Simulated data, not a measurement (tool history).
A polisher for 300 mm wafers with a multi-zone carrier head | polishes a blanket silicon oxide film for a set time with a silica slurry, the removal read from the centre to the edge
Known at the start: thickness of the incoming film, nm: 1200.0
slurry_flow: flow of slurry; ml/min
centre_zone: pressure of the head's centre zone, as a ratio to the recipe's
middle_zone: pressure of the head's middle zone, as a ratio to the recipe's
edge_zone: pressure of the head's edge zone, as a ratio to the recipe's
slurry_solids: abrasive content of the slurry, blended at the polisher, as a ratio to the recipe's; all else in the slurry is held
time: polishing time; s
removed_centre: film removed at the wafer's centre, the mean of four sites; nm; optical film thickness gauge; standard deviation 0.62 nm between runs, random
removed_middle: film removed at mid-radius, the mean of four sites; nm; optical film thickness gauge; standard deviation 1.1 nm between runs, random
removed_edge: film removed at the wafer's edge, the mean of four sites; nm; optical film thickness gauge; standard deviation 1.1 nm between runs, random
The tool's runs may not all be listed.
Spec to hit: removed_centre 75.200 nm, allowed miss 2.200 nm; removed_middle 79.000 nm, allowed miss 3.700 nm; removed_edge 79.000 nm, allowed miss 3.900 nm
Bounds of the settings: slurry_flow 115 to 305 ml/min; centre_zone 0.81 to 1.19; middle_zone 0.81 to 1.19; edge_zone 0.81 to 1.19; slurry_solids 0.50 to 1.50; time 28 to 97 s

Run 1, day 0.000: slurry_flow 195 ml/min, centre_zone 1.00, middle_zone 1.00, edge_zone 1.00, slurry_solids 1.00, time 62 s. Result: removed_centre 164.670 nm, removed_middle 164.860 nm, removed_edge 163.870 nm.
Run 2, day 0.283: slurry_flow 195 ml/min, centre_zone 1.00, middle_zone 0.91, edge_zone 1.00, slurry_solids 1.00, time 62 s. Result: removed_centre 165.670 nm, removed_middle 154.690 nm, removed_edge 164.260 nm.
Run 3, day 0.321: slurry_flow 190 ml/min, centre_zone 0.97, middle_zone 0.91, edge_zone 0.97, slurry_solids 0.85, time 56 s. Result: removed_centre 132.540 nm, removed_middle 126.910 nm, removed_edge 135.290 nm.
Run 4, day 0.504: slurry_flow 190 ml/min, centre_zone 0.97, middle_zone 0.91, edge_zone 0.97, slurry_solids 0.85, time 45 s. Result: removed_centre 108.960 nm, removed_middle 101.340 nm, removed_edge 108.380 nm.
Run 5, day 0.850: slurry_flow 185 ml/min, centre_zone 0.95, middle_zone 0.92, edge_zone 0.94, slurry_solids 0.75, time 44 s. Result: removed_centre 95.989 nm, removed_middle 92.640 nm, removed_edge 97.053 nm.
Run 6, day 1.217: slurry_flow 185 ml/min, centre_zone 0.95, middle_zone 0.92, edge_zone 0.87, slurry_solids 0.75, time 44 s. Result: removed_centre 95.563 nm, removed_middle 93.490 nm, removed_edge 94.657 nm.
Run 7, day 1.454: slurry_flow 180 ml/min, centre_zone 0.93, middle_zone 0.92, edge_zone 0.86, slurry_solids 0.70, time 44 s. Result: removed_centre 89.409 nm, removed_middle 90.887 nm, removed_edge 88.085 nm.
Run 8, day 1.579: slurry_flow 180 ml/min, centre_zone 0.93, middle_zone 0.92, edge_zone 0.86, slurry_solids 0.70, time 44 s. Result: removed_centre 89.668 nm, removed_middle 89.779 nm, removed_edge 88.732 nm.

Below are 5 possible settings for the next run. Only one of them brings all results inside the allowed miss of their targets. Which is it?
Run A, day 1.704: slurry_flow 215 ml/min, centre_zone 0.91, middle_zone 0.91, edge_zone 0.87, slurry_solids 0.55, time 44 s. Result: removed_centre ?, removed_middle ?, removed_edge ?.
Run B, day 1.704: slurry_flow 115 ml/min, centre_zone 0.88, middle_zone 0.84, edge_zone 1.01, slurry_solids 0.80, time 39 s. Result: removed_centre ?, removed_middle ?, removed_edge ?.
Run C, day 1.704: slurry_flow 140 ml/min, centre_zone 0.81, middle_zone 0.81, edge_zone 0.99, slurry_solids 0.80, time 39 s. Result: removed_centre ?, removed_middle ?, removed_edge ?.
Run D, day 1.704: slurry_flow 180 ml/min, centre_zone 0.92, middle_zone 1.06, edge_zone 0.84, slurry_solids 0.55, time 46 s. Result: removed_centre ?, removed_middle ?, removed_edge ?.
Run E, day 1.704: slurry_flow 225 ml/min, centre_zone 0.91, middle_zone 0.95, edge_zone 0.95, slurry_solids 0.65, time 38 s. Result: removed_centre ?, removed_middle ?, removed_edge ?.

move  removed_centre  removed_middle  removed_edge
   A          78.045          78.163        80.238
   B          71.347          70.416        86.100
   C          69.718          72.131        88.546
   D          79.993          90.296        80.684
   E          75.148          77.926        80.203
A: nearer than the last run, and not there yet
B: takes the result that was furthest off past its target
C: takes the result that was furthest off past its target
D: nearer than the last run, and not there yet
E: all results land within tolerance of their targets
The right move is E.

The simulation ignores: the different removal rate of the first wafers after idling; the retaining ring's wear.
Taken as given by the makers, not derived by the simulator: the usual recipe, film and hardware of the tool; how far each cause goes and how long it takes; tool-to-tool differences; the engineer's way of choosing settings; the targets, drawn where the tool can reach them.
